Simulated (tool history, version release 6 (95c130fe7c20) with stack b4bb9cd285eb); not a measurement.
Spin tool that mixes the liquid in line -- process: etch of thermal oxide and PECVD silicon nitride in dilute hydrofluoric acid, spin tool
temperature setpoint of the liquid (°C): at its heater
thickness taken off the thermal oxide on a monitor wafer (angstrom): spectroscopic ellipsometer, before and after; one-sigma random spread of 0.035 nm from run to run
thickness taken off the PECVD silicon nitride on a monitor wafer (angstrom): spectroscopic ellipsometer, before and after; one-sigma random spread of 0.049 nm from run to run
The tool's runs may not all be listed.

| run | hour | temperature setpoint of the liquid (°C) | parts of water to one part of 49 % hydrofluoric acid (parts by volume) | time under the liquid (s) | thickness taken off the thermal oxide on a monitor wafer (angstrom) | thickness taken off the PECVD silicon nitride on a monitor wafer (angstrom) |
|---|---|---|---|---|---|---|
| 1 | 0.0 | 22.0 | 210 | 180 | 31.676 | 47.665 |
| 2 | 2.0 | 22.5 | 215 | 180 | 30.696 | 47.831 |
| 3 | 3.4 | 22.5 | 215 | 150 | 26.111 | 40.385 |
| 4 | 6.1 | 22.5 | 215 | 95 | 16.527 | 25.253 |
| 5 | 9.8 | 24.0 | 215 | 95 | 17.577 | 28.239 |
| 6 | 15.9 | 24.0 | 145 | 95 | 28.129 | 41.232 |

What does the tool deliver on the next run?
| 7 | 19.6 | 25.0 | 145 | 95 | ? | ? |

thickness taken off the thermal oxide on a monitor wafer (angstrom): 28.595
thickness taken off the PECVD silicon nitride on a monitor wafer (angstrom): 44.657
